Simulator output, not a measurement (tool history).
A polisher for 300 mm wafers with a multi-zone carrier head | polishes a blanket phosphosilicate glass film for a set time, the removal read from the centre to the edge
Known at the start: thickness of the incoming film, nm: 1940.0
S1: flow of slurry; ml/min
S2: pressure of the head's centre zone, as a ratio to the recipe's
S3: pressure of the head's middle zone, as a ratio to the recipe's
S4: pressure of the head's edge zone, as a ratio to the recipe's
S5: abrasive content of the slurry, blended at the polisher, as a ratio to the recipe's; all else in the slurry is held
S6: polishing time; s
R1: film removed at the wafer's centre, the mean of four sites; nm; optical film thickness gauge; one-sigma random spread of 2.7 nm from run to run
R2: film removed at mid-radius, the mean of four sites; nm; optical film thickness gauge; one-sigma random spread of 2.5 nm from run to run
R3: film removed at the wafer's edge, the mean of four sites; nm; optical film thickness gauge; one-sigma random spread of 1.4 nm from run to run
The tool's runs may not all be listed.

{"run": 1, "hour": 0.0, "S1": 250, "S2": 1, "S3": 1, "S4": 1, "S5": 1, "S6": 45, "R1": 281.27, "R2": 301.58, "R3": 312.72}
{"run": 2, "hour": 2.4, "S1": 250, "S2": 0.96, "S3": 1, "S4": 1, "S5": 1, "S6": 45, "R1": 272.69, "R2": 299.67, "R3": 309.91}
{"run": 3, "hour": 10.7, "S1": 250, "S2": 0.96, "S3": 1, "S4": 1.04, "S5": 1, "S6": 45, "R1": 263.27, "R2": 311.46, "R3": 312.67}
{"run": 4, "hour": 16.5, "S1": 250, "S2": 0.96, "S3": 1, "S4": 1.04, "S5": 1.1, "S6": 45, "R1": 290.69, "R2": 327.26, "R3": 329.45}
{"run": 5, "hour": 23.3, "S1": 255, "S2": 0.98, "S3": 1.01, "S4": 1.02, "S5": 1.05, "S6": 44, "R1": 284.35, "R2": 309.6, "R3": 311.1}
{"run": 6, "hour": 29.1, "S1": 255, "S2": 0.98, "S3": 0.94, "S4": 1.02, "S5": 1.05, "S6": 44, "R1": 278.84, "R2": 303.6, "R3": 314.93}
{"run": 7, "hour": 36.5, "S1": 260, "S2": 0.99, "S3": 0.96, "S4": 1, "S5": 1, "S6": 43, "R1": 265.69, "R2": 291.64, "R3": 295.33}
{"run": 8, "hour": 41.1, "S1": 255, "S2": 1, "S3": 0.96, "S4": 0.99, "S5": 0.95, "S6": 43, "R1": 260.88, "R2": 274.8, "R3": 282.79}
{"run": 9, "hour": 47.9, "S1": 255, "S2": 1, "S3": 0.96, "S4": 0.98, "S5": 0.9, "S6": 43, "R1": 252.68, "R2": 273.98, "R3": 275.68}
{"run": 10, "hour": 49.3, "S1": 245, "S2": 1.01, "S3": 0.95, "S4": 0.97, "S5": 0.85, "S6": 43, "R1": 246.34, "R2": 255.89, "R3": 262.54}

Run 11, settings as shown, results not yet in. Your forecast:
{"hour": 56.1, "done": "centre zone pressure recalibrated"}
{"run": 11, "hour": 56.1, "S1": 240, "S2": 1.01, "S3": 0.95, "S4": 0.96, "S5": 0.85, "S6": 43, "R1": "?", "R2": "?", "R3": "?"}

{"run 11": {"R1": 271.08, "R2": 255.63, "R3": 263.23}}
